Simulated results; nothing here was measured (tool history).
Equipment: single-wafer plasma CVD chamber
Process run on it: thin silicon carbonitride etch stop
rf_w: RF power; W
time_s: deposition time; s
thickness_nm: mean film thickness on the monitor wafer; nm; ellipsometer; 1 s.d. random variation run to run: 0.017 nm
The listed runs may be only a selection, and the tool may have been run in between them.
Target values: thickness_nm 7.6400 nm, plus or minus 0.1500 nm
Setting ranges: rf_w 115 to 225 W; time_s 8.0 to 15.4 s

Run 1, hour 0.0: rf_w 170 W, time_s 11.7 s. Result: thickness_nm 6.2506 nm.
Run 2, hour 6.8: rf_w 180 W, time_s 11.7 s. Result: thickness_nm 6.3699 nm.
Run 3, hour 15.2: rf_w 185 W, time_s 12.0 s. Result: thickness_nm 6.5786 nm.
Run 4, hour 17.9: rf_w 190 W, time_s 12.3 s. Result: thickness_nm 6.7877 nm.
Run 5, hour 20.3: rf_w 195 W, time_s 12.5 s. Result: thickness_nm 6.9599 nm.
Run 6, hour 28.4: rf_w 215 W, time_s 12.5 s. Result: thickness_nm 7.1563 nm.
Run 7, hour 30.3: rf_w 215 W, time_s 12.6 s. Result: thickness_nm 7.2459 nm.
Run 8, hour 33.4: rf_w 215 W, time_s 12.7 s. Result: thickness_nm 7.2759 nm.
Run 9, hour 40.3: rf_w 215 W, time_s 12.8 s. Result: thickness_nm 7.3669 nm.
Run 10, hour 44.9: rf_w 215 W, time_s 12.9 s. Result: thickness_nm 7.3982 nm.
Run 11, hour 52.0: rf_w 215 W, time_s 13.0 s. Result: thickness_nm 7.4487 nm.

Which one of the following 5 next-run settings gets every result inside its allowed miss? There is exactly one.
Run A, hour 59.1: rf_w 220 W, time_s 13.2 s. Result: thickness_nm ?.
Run B, hour 59.1: rf_w 215 W, time_s 12.8 s. Result: thickness_nm ?.
Run C, hour 59.1: rf_w 220 W, time_s 12.5 s. Result: thickness_nm ?.
Run D, hour 59.1: rf_w 220 W, time_s 12.7 s. Result: thickness_nm ?.
Run E, hour 59.1: rf_w 215 W, time_s 12.5 s. Result: thickness_nm ?.

move  thickness_nm
   A        7.6373
   B        7.3547
   C        7.2323
   D        7.3480
   E        7.1823
A: each result inside its tolerance
B: moves away from the targets compared with the last run
C: moves away from the targets compared with the last run
D: moves away from the targets compared with the last run
E: moves away from the targets compared with the last run
Correct choice: A, which meets every target

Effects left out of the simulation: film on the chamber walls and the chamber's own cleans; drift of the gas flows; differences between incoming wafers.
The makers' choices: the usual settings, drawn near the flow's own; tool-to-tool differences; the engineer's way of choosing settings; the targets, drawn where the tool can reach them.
